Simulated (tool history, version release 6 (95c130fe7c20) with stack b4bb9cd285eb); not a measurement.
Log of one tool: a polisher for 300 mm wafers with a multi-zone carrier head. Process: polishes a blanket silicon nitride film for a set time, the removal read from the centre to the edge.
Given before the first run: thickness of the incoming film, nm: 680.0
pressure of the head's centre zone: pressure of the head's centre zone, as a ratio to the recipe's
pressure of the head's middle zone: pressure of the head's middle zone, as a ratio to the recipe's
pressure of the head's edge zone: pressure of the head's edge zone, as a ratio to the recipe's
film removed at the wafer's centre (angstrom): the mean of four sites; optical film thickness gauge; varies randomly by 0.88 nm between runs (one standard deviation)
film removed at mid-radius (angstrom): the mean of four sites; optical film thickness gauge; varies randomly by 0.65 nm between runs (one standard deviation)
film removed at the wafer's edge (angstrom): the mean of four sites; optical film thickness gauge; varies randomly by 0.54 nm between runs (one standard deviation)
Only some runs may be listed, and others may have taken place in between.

run	hour	flow of slurry (ml/min)	pressure of the head's centre zone	pressure of the head's middle zone	pressure of the head's edge zone	polishing time (s)	film removed at the wafer's centre (angstrom)	film removed at mid-radius (angstrom)	film removed at the wafer's edge (angstrom)
1	0	260	1	1	1	36	1155.5	1122.3	1136.7
2	3.3	245	0.95	0.97	0.96	33	995.8	1016.2	1002.5
3	11.5	235	0.91	0.92	0.96	31	908.45	897.06	941.56
4	14.1	220	0.88	0.91	0.95	30	808.14	863.7	903.08
5	16.6	220	0.88	0.91	1.02	30	808.94	862.5	933.14
6	21	210	0.86	0.89	0.97	29	757.77	803.27	873.7
7	25.2	200	0.86	0.89	0.94	29	767.81	810.3	857.32
8	33.2	190	0.85	0.88	0.93	29	735.15	795.38	855.16
9	37.3	180	0.87	0.87	0.85	28	728.21	744.36	779.85

For run 10, what comes out?
10	43.5	185	0.86	0.87	0.86	28	?	?	?

film removed at the wafer's centre (angstrom): 717.07
film removed at mid-radius (angstrom): 749.68
film removed at the wafer's edge (angstrom): 789.43

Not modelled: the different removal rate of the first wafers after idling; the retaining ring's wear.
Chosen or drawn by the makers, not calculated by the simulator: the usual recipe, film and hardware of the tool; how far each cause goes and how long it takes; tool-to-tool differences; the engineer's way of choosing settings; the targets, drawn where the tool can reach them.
